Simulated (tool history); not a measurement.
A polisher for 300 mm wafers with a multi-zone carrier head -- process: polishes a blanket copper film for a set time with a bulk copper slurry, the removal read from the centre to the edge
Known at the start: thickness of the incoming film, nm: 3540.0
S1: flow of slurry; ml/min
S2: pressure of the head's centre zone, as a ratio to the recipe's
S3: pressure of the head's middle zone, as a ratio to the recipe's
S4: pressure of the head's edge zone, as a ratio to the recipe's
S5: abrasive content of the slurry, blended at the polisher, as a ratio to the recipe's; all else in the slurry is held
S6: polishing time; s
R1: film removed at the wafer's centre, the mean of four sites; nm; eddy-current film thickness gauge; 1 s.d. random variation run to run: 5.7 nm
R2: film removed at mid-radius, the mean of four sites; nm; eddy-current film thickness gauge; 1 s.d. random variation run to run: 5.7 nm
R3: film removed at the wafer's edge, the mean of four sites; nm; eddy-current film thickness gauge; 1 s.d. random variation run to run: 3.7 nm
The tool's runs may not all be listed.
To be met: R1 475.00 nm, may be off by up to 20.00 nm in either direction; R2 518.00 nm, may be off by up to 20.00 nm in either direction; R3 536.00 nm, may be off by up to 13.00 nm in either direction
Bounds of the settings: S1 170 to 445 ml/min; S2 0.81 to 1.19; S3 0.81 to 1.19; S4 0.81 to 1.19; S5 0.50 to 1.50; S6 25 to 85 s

{"run": 1, "hour": 0.0, "S1": 285, "S2": 1.0, "S3": 1.0, "S4": 1.0, "S5": 1.0, "S6": 55, "R1": 620.97, "R2": 623.34, "R3": 624.02}
{"run": 2, "hour": 7.9, "S1": 275, "S2": 0.96, "S3": 0.97, "S4": 0.97, "S5": 0.9, "S6": 55, "R1": 571.91, "R2": 589.18, "R3": 598.87}
{"run": 3, "hour": 16.8, "S1": 275, "S2": 0.96, "S3": 0.97, "S4": 0.97, "S5": 1.1, "S6": 55, "R1": 612.05, "R2": 627.95, "R3": 635.22}
{"run": 4, "hour": 22.7, "S1": 235, "S2": 0.96, "S3": 0.97, "S4": 0.97, "S5": 1.1, "S6": 55, "R1": 615.28, "R2": 614.3, "R3": 626.45}
{"run": 5, "hour": 29.1, "S1": 190, "S2": 0.96, "S3": 0.97, "S4": 0.97, "S5": 1.1, "S6": 55, "R1": 598.69, "R2": 596.34, "R3": 607.99}
{"run": 6, "hour": 33.0, "S1": 190, "S2": 0.96, "S3": 0.97, "S4": 0.89, "S5": 1.1, "S6": 55, "R1": 601.07, "R2": 588.34, "R3": 593.51}
{"run": 7, "hour": 34.6, "S1": 190, "S2": 0.93, "S3": 0.96, "S4": 0.89, "S5": 1.0, "S6": 55, "R1": 557.95, "R2": 577.38, "R3": 571.02}
{"run": 8, "hour": 43.4, "S1": 190, "S2": 0.91, "S3": 0.93, "S4": 0.88, "S5": 0.95, "S6": 55, "R1": 540.29, "R2": 546.55, "R3": 551.33}
{"run": 9, "hour": 52.2, "S1": 190, "S2": 0.88, "S3": 0.92, "S4": 0.89, "S5": 0.95, "S6": 55, "R1": 522.75, "R2": 542.71, "R3": 558.93}
{"run": 10, "hour": 54.0, "S1": 190, "S2": 0.86, "S3": 0.91, "S4": 0.88, "S5": 0.95, "S6": 55, "R1": 494.27, "R2": 549.19, "R3": 562.65}

5 candidate next runs follow, results not yet known. Just one meets every target within its allowed miss. Identify it.
{"run": "A", "hour": 55.8, "S1": 170, "S2": 0.92, "S3": 0.99, "S4": 0.82, "S5": 0.9, "S6": 55, "R1": "?", "R2": "?", "R3": "?"}
{"run": "B", "hour": 55.8, "S1": 330, "S2": 0.83, "S3": 0.88, "S4": 0.85, "S5": 1.05, "S6": 49, "R1": "?", "R2": "?", "R3": "?"}
{"run": "C", "hour": 55.8, "S1": 170, "S2": 0.85, "S3": 0.81, "S4": 0.87, "S5": 0.95, "S6": 57, "R1": "?", "R2": "?", "R3": "?"}
{"run": "D", "hour": 55.8, "S1": 195, "S2": 0.9, "S3": 1.08, "S4": 0.81, "S5": 0.75, "S6": 58, "R1": "?", "R2": "?", "R3": "?"}
{"run": "E", "hour": 55.8, "S1": 185, "S2": 0.85, "S3": 0.84, "S4": 0.89, "S5": 1.1, "S6": 54, "R1": "?", "R2": "?", "R3": "?"}

move=A R1=505.81 R2=560.25 R3=524.57
move=B R1=468.06 R2=516.91 R3=531.87
move=C R1=492.09 R2=500.66 R3=569.58
move=D R1=502.16 R2=610.27 R3=524.14
move=E R1=496.28 R2=519.13 R3=576.91
A: puts the biggest miss on target and leaves a different result outside tolerance
B: each result inside its tolerance
C: the biggest miss grows against the last run
D: puts the biggest miss on target and leaves a different result outside tolerance
E: the biggest miss grows against the last run
B is the move that brings every result within its allowed miss.
